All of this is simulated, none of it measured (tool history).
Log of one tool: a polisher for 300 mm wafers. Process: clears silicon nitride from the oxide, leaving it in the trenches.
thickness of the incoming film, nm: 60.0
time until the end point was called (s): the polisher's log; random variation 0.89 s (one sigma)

run    day  flow of slurry (ml/min)  pressure of the wafer on the pad (psi)  speed of the pad under the wafer (m/s)  overpolish time after the end point (s)  time until the end point was called (s)
  1  0.000                      205                                     1.8                                    1.18                                       35                                  109.010
  2  0.079                      205                                     1.5                                    1.18                                       35                                  128.270
  3  0.121                      205                                     1.3                                    1.18                                       35                                  143.300
  4  0.333                      240                                     1.3                                    1.18                                       35                                  139.530
  5  0.583                      240                                     1.6                                    1.20                                       35                                  117.670
  6  0.871                      240                                     1.9                                    1.22                                       35                                   98.303

Run 7 comes next. What will it give?
  7  0.904                      240                                     1.9                                    1.22                                       35                                        ?

time until the end point was called (s): 99.002
